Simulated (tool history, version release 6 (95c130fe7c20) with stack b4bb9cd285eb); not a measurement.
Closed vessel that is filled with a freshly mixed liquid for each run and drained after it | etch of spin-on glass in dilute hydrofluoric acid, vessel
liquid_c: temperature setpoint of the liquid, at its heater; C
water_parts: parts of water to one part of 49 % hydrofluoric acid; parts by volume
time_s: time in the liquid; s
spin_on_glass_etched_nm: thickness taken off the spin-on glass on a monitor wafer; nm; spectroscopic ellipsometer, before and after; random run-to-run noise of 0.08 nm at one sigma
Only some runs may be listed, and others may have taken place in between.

Run 1, hour 0: liquid_c 22 C, water_parts 110 parts by volume, time_s 30 s. Result: spin_on_glass_etched_nm 5.3864 nm.
Run 2, hour 5.9: liquid_c 24.5 C, water_parts 90 parts by volume, time_s 30 s. Result: spin_on_glass_etched_nm 7.398 nm.
Run 3, hour 9.8: liquid_c 26.5 C, water_parts 80 parts by volume, time_s 30 s. Result: spin_on_glass_etched_nm 9.2673 nm.
Run 4, hour 16.9: liquid_c 27.5 C, water_parts 75 parts by volume, time_s 30 s. Result: spin_on_glass_etched_nm 10.181 nm.
Run 5, hour 20.3: liquid_c 27.5 C, water_parts 105 parts by volume, time_s 30 s. Result: spin_on_glass_etched_nm 7.0579 nm.
Run 6, hour 27: liquid_c 27.5 C, water_parts 105 parts by volume, time_s 30 s. Result: spin_on_glass_etched_nm 7.067 nm.
Run 7, hour 30.8: liquid_c 28.5 C, water_parts 90 parts by volume, time_s 30 s. Result: spin_on_glass_etched_nm 8.6564 nm.

Run 8 comes next. What will it give?
Run 8, hour 35.4: liquid_c 30 C, water_parts 55 parts by volume, time_s 30 s. Result: spin_on_glass_etched_nm ?.

Run 8 produced spin_on_glass_etched_nm 15.882 nm.
